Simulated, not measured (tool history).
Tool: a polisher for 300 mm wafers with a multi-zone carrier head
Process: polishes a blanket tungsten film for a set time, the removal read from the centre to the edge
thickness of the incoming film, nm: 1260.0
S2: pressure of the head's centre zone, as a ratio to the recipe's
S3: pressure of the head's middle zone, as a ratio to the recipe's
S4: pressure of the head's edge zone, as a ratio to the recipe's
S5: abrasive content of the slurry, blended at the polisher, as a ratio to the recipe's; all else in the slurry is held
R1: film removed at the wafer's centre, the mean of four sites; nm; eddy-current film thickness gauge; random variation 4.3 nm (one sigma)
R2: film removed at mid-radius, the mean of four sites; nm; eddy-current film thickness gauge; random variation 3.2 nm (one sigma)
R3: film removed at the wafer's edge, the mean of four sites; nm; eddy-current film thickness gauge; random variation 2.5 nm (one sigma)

{"run": 1, "hour": 0.0, "flow of slurry (ml/min)": 310, "S2": 1.0, "S3": 1.0, "S4": 1.0, "S5": 1.0, "polishing time (s)": 68, "R1": 302.18, "R2": 297.04, "R3": 314.44}
{"run": 2, "hour": 7.3, "flow of slurry (ml/min)": 310, "S2": 1.0, "S3": 1.0, "S4": 1.0, "S5": 0.9, "polishing time (s)": 68, "R1": 294.94, "R2": 289.18, "R3": 307.11}
{"run": 3, "hour": 14.2, "flow of slurry (ml/min)": 310, "S2": 1.0, "S3": 1.0, "S4": 0.96, "S5": 0.9, "polishing time (s)": 68, "R1": 295.94, "R2": 290.26, "R3": 305.19}
{"run": 4, "hour": 17.1, "flow of slurry (ml/min)": 310, "S2": 1.0, "S3": 1.0, "S4": 0.96, "S5": 0.9, "polishing time (s)": 74, "R1": 328.54, "R2": 321.32, "R3": 325.3}
{"run": 5, "hour": 20.8, "flow of slurry (ml/min)": 320, "S2": 1.02, "S3": 1.0, "S4": 1.0, "S5": 0.95, "polishing time (s)": 74, "R1": 320.36, "R2": 321.51, "R3": 341.13}
{"run": 6, "hour": 22.9, "flow of slurry (ml/min)": 320, "S2": 0.99, "S3": 1.0, "S4": 1.0, "S5": 0.95, "polishing time (s)": 74, "R1": 324.33, "R2": 322.36, "R3": 337.61}
{"run": 7, "hour": 24.3, "flow of slurry (ml/min)": 320, "S2": 0.99, "S3": 1.0, "S4": 1.0, "S5": 0.95, "polishing time (s)": 74, "R1": 326.39, "R2": 325.07, "R3": 343.06}

The next listed run, before its measurement:
{"run": 8, "hour": 25.5, "flow of slurry (ml/min)": 320, "S2": 0.99, "S3": 1.0, "S4": 1.0, "S5": 0.95, "polishing time (s)": 74, "R1": "?", "R2": "?", "R3": "?"}

R1: 314.83 nm
R2: 320.51 nm
R3: 336.42 nm
